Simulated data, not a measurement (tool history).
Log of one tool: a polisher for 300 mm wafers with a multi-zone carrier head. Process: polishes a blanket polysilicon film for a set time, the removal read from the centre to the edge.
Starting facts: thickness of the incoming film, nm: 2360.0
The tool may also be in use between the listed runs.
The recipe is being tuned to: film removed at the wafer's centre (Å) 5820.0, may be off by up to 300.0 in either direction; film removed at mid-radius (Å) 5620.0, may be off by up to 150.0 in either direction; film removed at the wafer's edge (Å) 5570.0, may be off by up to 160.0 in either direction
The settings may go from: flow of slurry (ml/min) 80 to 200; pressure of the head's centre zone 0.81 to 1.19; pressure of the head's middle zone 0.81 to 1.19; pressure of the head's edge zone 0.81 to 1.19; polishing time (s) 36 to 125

run	day	flow of slurry (ml/min)	pressure of the head's centre zone	pressure of the head's middle zone	pressure of the head's edge zone	polishing time (s)	film removed at the wafer's centre (Å)	film removed at mid-radius (Å)	film removed at the wafer's edge (Å)
1	0.000	130	1.00	1.00	1.00	80	8127.1	7876.3	8077.8
2	0.129	130	1.00	1.00	0.98	78	7817.1	7707.7	7656.6
3	0.450	130	1.00	1.00	0.98	90	9181.1	8918.5	9019.2
4	0.579	130	1.00	1.00	0.98	101	10083.0	10017.0	9998.2
5	0.817	140	1.00	1.00	0.98	101	9982.4	10111.0	10195.0
6	0.988	140	1.00	1.00	0.98	115	11268.0	11439.0	11773.0
7	1.100	135	0.99	0.99	0.97	109	10879.0	10740.0	10888.0
8	1.250	135	0.98	0.98	0.96	103	9851.5	10220.0	10294.0
9	1.362	135	0.98	0.98	0.96	103	10180.0	10111.0	10293.0
10	1.392	135	0.97	0.98	0.95	97	9415.5	9549.5	9722.6
11	1.688	135	0.97	0.98	0.95	97	9312.9	9549.7	9624.2
12	2.012	130	0.97	0.97	0.94	92	9004.4	8733.8	8988.3
13	2.321	130	0.96	0.97	0.93	88	8132.2	8420.6	8509.6
14	2.592	105	1.06	0.91	0.83	66	6704.5	5852.4	6010.6
15	2.767	105	1.05	0.91	0.83	66	6497.0	5726.5	6064.7
16	2.867	90	1.03	1.00	0.81	61	5823.1	5613.4	5415.8

Next run, 4 choices. One meets every target within its allowed miss, the rest don't. Which?
A	2.967	90	1.13	1.06	0.85	58	?	?	?
B	2.967	95	1.05	1.07	0.81	58	?	?	?
C	2.967	100	1.12	1.04	0.81	58	?	?	?
D	2.967	115	1.02	0.99	0.88	59	?	?	?

move	film removed at the wafer's centre (Å)	film removed at mid-radius (Å)	film removed at the wafer's edge (Å)
A	5798.5	5561.1	5187.6
B	5456.0	5671.2	5136.2
C	5891.5	5594.3	5174.9
D	5624.6	5616.1	5532.1
A: moves away from the targets compared with the last run
B: moves away from the targets compared with the last run
C: moves away from the targets compared with the last run
D: all results land within tolerance of their targets
Go with D: it meets all targets.
